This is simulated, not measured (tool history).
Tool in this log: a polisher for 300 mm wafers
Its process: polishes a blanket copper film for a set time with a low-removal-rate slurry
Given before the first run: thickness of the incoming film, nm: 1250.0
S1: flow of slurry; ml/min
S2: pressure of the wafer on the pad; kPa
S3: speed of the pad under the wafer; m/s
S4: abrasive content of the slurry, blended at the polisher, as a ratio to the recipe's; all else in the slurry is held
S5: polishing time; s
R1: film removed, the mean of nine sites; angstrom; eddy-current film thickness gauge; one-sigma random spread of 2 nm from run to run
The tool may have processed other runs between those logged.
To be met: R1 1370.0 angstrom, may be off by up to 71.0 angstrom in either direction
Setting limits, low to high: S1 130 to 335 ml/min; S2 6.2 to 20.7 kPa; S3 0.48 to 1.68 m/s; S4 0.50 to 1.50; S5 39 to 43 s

run	hour	S1	S2	S3	S4	S5	R1
1	0.0	215	13.1	1.08	1.00	43	1050.7
2	3.5	215	13.8	1.08	1.00	43	1083.5
3	10.5	215	13.8	1.08	1.20	43	1174.6
4	17.6	260	13.8	1.08	1.20	43	1178.7
5	20.2	260	13.8	1.08	1.10	43	1178.8
6	27.9	260	13.8	1.08	1.10	43	1160.6
7	30.9	260	14.5	1.08	1.10	43	1187.4
8	37.7	260	15.2	1.08	1.10	43	1256.5
9	45.8	260	15.9	1.08	1.10	43	1249.3

Below are 5 possible settings for the next run. Only one of them brings all results inside the allowed miss of their targets. Which is it?
A	53.9	245	14.5	1.36	1.00	43	?
B	53.9	300	16.5	1.12	1.15	43	?
C	53.9	235	17.9	1.20	1.05	43	?
D	53.9	230	18.6	1.20	1.10	43	?
E	53.9	245	18.6	1.16	1.10	43	?

move	R1
A	1457.6
B	1377.0
C	1508.6
D	1558.1
E	1516.9
A: carries the result that was furthest off beyond its target, to the other side
B: all results in spec
C: carries the result that was furthest off beyond its target, to the other side
D: carries the result that was furthest off beyond its target, to the other side
E: carries the result that was furthest off beyond its target, to the other side
B meets every target.
